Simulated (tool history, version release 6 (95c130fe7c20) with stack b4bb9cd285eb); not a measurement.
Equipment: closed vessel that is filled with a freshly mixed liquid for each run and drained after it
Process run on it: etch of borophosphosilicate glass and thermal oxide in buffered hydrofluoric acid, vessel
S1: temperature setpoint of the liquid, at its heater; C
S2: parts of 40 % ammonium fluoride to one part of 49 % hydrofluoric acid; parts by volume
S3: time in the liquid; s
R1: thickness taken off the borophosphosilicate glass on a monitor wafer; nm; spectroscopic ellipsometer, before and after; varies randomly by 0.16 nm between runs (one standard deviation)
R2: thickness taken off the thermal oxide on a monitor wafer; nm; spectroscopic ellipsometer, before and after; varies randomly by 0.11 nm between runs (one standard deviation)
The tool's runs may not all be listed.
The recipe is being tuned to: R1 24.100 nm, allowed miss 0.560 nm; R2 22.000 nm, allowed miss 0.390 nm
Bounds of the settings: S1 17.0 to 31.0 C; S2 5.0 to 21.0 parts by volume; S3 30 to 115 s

run 1 hour=0.0 | S1=23.0 S2=13.0 S3=60 | R1=49.581 R2=46.001
run 2 hour=4.3 | S1=22.5 S2=13.5 S3=60 | R1=46.970 R2=43.070
run 3 hour=5.1 | S1=22.0 S2=14.0 S3=60 | R1=44.366 R2=40.585
run 4 hour=8.8 | S1=23.5 S2=14.0 S3=60 | R1=48.075 R2=43.766
run 5 hour=15.1 | S1=22.5 S2=14.5 S3=60 | R1=44.023 R2=40.558
run 6 hour=23.3 | S1=20.0 S2=14.5 S3=60 | R1=38.413 R2=34.729
run 7 hour=30.3 | S1=19.5 S2=15.0 S3=60 | R1=36.052 R2=32.858
run 8 hour=36.5 | S1=19.0 S2=15.5 S3=60 | R1=33.936 R2=30.738
run 9 hour=39.0 | S1=19.0 S2=16.0 S3=60 | R1=33.188 R2=29.985
run 10 hour=44.4 | S1=19.0 S2=16.5 S3=60 | R1=31.967 R2=29.108
run 11 hour=51.8 | S1=19.0 S2=17.0 S3=60 | R1=30.444 R2=28.259
run 12 hour=60.7 | S1=18.0 S2=18.0 S3=60 | R1=27.684 R2=24.901
run 13 hour=63.7 | S1=17.5 S2=18.5 S3=60 | R1=26.088 R2=24.047
run 14 hour=66.0 | S1=17.0 S2=19.0 S3=60 | R1=25.044 R2=22.528

4 next moves are on the table. One of them brings every result within its allowed miss. Which?
run A hour=68.3 | S1=31.0 S2=20.0 S3=30 | R1=? R2=?
run B hour=68.3 | S1=26.5 S2=21.0 S3=40 | R1=? R2=?
run C hour=68.3 | S1=19.0 S2=19.0 S3=55 | R1=? R2=?
run D hour=68.3 | S1=19.5 S2=21.0 S3=55 | R1=? R2=?

move=A R1=24.869 R2=23.125
move=B R1=25.290 R2=23.474
move=C R1=25.119 R2=23.210
move=D R1=23.732 R2=21.943
A: misses by more than the last run did
B: misses by more than the last run did
C: misses by more than the last run did
D: hits every target within its allowed miss
D meets every target.
